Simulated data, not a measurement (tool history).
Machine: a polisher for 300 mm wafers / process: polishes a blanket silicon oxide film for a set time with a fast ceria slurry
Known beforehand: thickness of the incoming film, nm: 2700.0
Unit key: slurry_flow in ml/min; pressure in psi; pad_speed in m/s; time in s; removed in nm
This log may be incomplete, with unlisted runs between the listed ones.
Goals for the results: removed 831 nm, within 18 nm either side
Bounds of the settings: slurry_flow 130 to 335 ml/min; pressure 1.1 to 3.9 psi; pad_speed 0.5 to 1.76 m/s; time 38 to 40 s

run,day,slurry_flow,pressure,pad_speed,time,removed
1,0,215,2.5,1.12,38,477.69
2,0.2,220,2.7,1.12,38,512.4
3,0.383,220,3.3,1.12,38,607.39
4,0.725,220,3,1.12,38,559.29
5,1.038,220,3,0.9,38,452.53
6,1.262,225,3.1,0.94,38,488.6
7,1.525,265,3.8,1.2,38,752.52
8,1.588,265,3.9,1.24,38,789.97

Exactly one of the 5 candidate moves below puts every result within its allowed miss. Which one?
A,1.65,275,3.8,1.2,39,?
B,1.65,195,3.4,1.36,40,?
C,1.65,270,3.9,1.34,39,?
D,1.65,260,3.8,1.26,40,?
E,1.65,270,3.9,1.18,40,?

move,removed
A,768.33
B,774.5
C,873.33
D,821.41
E,791.47
A: lands further from the targets than the last run did
B: lands further from the targets than the last run did
C: moves the result that the last run missed by most past its target, out the other side
D: hits every target within its allowed miss
E: no better and no worse than the last run
D meets every target.
